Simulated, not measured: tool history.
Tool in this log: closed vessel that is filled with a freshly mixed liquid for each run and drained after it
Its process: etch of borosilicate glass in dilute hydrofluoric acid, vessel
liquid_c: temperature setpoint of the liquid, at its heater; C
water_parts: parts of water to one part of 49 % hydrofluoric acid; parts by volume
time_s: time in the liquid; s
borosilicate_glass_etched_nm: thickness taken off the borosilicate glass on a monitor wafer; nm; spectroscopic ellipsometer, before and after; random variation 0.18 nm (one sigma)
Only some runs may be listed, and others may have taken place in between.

run  hour  liquid_c  water_parts  time_s  borosilicate_glass_etched_nm
  1     0        24          140     145                        22.525
  2   4.1        24          165     145                         18.52
  3   7.9        25          160     145                        19.959
  4    11        26          155     145                         21.69
  5    19      26.5          150     145                        22.954
  6  21.8        29          150     145                        25.106

The next listed run, before its measurement:
  7  27.5        32          100     145                             ?

borosilicate_glass_etched_nm: 44.974 nm

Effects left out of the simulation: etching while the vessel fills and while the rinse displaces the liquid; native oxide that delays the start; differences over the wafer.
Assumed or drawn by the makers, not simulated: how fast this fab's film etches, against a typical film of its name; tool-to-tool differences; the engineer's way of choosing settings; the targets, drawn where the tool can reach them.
